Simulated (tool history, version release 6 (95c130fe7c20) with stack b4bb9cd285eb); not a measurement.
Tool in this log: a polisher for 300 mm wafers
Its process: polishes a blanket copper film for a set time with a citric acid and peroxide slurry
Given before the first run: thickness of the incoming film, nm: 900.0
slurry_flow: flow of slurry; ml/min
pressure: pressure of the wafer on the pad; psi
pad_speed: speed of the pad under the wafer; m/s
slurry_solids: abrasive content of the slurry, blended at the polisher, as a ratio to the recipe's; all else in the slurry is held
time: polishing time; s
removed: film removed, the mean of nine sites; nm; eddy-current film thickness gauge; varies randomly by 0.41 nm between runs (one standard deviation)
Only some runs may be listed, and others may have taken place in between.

run  hour  slurry_flow  pressure  pad_speed  slurry_solids  time  removed
  1     0          135       2.3          1              1    40   62.097
  2   8.6          135       2.3          1              1    35   53.302
  3  12.5          130       2.1          1              1    35   48.649
  4  14.6          130       1.7          1              1    35   42.436
  5  21.7          115       1.7          1              1    35   41.324
  6  28.4          115       1.6          1              1    35   38.567

Run 7, settings as shown, results not yet in. Your forecast:
  7  34.1          110       1.6          1              1    35        ?

{"run 7": {"removed": 39.589}}

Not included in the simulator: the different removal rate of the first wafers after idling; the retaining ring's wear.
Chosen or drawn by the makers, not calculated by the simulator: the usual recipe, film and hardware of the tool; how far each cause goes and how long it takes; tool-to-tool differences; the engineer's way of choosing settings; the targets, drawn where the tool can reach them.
